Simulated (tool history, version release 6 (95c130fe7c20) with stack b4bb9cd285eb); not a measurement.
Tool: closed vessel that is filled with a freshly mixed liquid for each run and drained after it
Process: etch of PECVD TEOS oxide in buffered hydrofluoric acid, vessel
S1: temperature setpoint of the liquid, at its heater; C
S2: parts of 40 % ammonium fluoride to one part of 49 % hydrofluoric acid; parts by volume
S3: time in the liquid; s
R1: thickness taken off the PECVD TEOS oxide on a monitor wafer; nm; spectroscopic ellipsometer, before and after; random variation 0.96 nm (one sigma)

| run | hour | S1 | S2 | S3 | R1 |
|---|---|---|---|---|---|
| 1 | 0.0 | 24.0 | 17.5 | 90 | 133.25 |
| 2 | 4.6 | 25.0 | 17.0 | 90 | 145.47 |
| 3 | 12.1 | 26.0 | 16.5 | 90 | 158.01 |
| 4 | 16.6 | 26.0 | 19.0 | 90 | 137.26 |
| 5 | 23.7 | 27.0 | 18.0 | 90 | 153.06 |
| 6 | 29.9 | 27.0 | 22.5 | 90 | 127.48 |

Run 7 comes next. What will it give?
| 7 | 36.6 | 27.5 | 21.0 | 90 | ? |

R1: 136.47 nm
